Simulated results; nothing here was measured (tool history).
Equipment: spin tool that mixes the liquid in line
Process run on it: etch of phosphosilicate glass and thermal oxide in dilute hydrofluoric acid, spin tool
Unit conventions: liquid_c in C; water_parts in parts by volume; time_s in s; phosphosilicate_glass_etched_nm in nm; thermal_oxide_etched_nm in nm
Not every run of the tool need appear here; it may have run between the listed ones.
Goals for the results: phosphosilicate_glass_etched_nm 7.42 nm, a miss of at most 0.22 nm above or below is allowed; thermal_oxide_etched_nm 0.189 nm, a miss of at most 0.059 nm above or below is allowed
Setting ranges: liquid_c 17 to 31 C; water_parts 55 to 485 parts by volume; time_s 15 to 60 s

| run | day | liquid_c | water_parts | time_s | phosphosilicate_glass_etched_nm | thermal_oxide_etched_nm |
|---|---|---|---|---|---|---|
| 1 | 0 | 23 | 270 | 30 | 17.492 | 0.35062 |
| 2 | 0.138 | 22 | 295 | 30 | 15.151 | 0.42204 |
| 3 | 0.212 | 22 | 200 | 30 | 24.942 | 0.63084 |
| 4 | 0.562 | 22 | 200 | 40 | 32.387 | 0.86371 |
| 5 | 0.938 | 25.5 | 200 | 40 | 37.162 | 0.99365 |
| 6 | 1.096 | 25.5 | 140 | 40 | 57.312 | 1.3919 |
| 7 | 1.175 | 24 | 190 | 40 | 37.247 | 1.0435 |
| 8 | 1.462 | 23 | 235 | 40 | 28.202 | 0.70484 |
| 9 | 1.6 | 22 | 270 | 40 | 22.981 | 0.54811 |
| 10 | 1.792 | 21 | 300 | 40 | 19.178 | 0.44962 |
| 11 | 2.008 | 20.5 | 330 | 40 | 16.799 | 0.4234 |
| 12 | 2.092 | 20 | 355 | 40 | 14.935 | 0.33347 |
| 13 | 2.279 | 19.5 | 380 | 40 | 13.274 | 0.37263 |
| 14 | 2.425 | 19.5 | 400 | 40 | 12.585 | 0.24791 |
| 15 | 2.712 | 19 | 410 | 40 | 11.921 | 0.30341 |
| 16 | 2.812 | 19 | 410 | 40 | 12.018 | 0.34087 |
| 17 | 3.162 | 19 | 425 | 40 | 11.296 | 0.27652 |
| 18 | 3.45 | 18.5 | 435 | 40 | 10.962 | 0.30033 |
| 19 | 3.788 | 19 | 445 | 40 | 10.677 | 0.29059 |
| 20 | 4.075 | 18.5 | 450 | 40 | 10.306 | 0.27501 |

Of the 5 settings listed for the next run, only one would bring every result within its allowed miss of target. Which one?
| A | 4.362 | 17 | 465 | 30 | ? | ? |
| B | 4.362 | 18 | 485 | 30 | ? | ? |
| C | 4.362 | 17 | 475 | 30 | ? | ? |
| D | 4.362 | 28.5 | 485 | 25 | ? | ? |
| E | 4.362 | 21 | 365 | 20 | ? | ? |

| move | phosphosilicate_glass_etched_nm | thermal_oxide_etched_nm |
|---|---|---|
| A | 6.9787 | 0.18644 |
| B | 6.8244 | 0.18232 |
| C | 6.7813 | 0.18117 |
| D | 7.944 | 0.21223 |
| E | 7.3849 | 0.19729 |
A: the result that was furthest off in the last run now lies on the other side of its target
B: the result that was furthest off in the last run now lies on the other side of its target
C: the result that was furthest off in the last run now lies on the other side of its target
D: an improvement on the last run, though not all results are within tolerance
E: in spec on every target
The move that meets every target is E.
